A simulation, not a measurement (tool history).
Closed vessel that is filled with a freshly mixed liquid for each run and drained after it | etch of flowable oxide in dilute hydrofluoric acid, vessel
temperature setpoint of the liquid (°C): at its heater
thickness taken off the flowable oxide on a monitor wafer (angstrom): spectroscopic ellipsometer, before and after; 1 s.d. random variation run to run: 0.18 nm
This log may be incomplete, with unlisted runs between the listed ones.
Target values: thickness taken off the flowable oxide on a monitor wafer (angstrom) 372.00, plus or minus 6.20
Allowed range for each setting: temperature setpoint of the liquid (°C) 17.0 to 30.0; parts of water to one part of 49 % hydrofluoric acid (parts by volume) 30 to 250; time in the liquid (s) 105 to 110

run,hour,temperature setpoint of the liquid (°C),parts of water to one part of 49 % hydrofluoric acid (parts by volume),time in the liquid (s),thickness taken off the flowable oxide on a monitor wafer (angstrom)
1,0.0,22.0,140,105,178.43
2,6.6,22.0,140,110,186.41
3,8.5,23.5,130,110,216.41
4,14.0,23.5,130,110,216.96
5,20.2,23.5,90,110,327.60
6,22.8,23.5,90,110,328.86
7,28.9,24.0,90,110,333.77
8,33.7,24.5,90,110,342.68
9,38.8,25.0,90,110,349.70

Exercise: of the 4 proposed moves below, exactly one satisfies all targets within the stated allowed misses. Which move is it?
A,43.9,22.5,80,110,?
B,43.9,24.5,80,105,?
C,43.9,26.0,85,110,?
D,43.9,25.5,90,110,?

move,thickness taken off the flowable oxide on a monitor wafer (angstrom)
A,357.36
B,369.81
C,384.50
D,353.74
A: nearer the targets than the last run, but a result is still out of spec
B: all results in spec
C: carries the result that was furthest off beyond its target, to the other side
D: nearer the targets than the last run, but a result is still out of spec
Move B is the one to make.

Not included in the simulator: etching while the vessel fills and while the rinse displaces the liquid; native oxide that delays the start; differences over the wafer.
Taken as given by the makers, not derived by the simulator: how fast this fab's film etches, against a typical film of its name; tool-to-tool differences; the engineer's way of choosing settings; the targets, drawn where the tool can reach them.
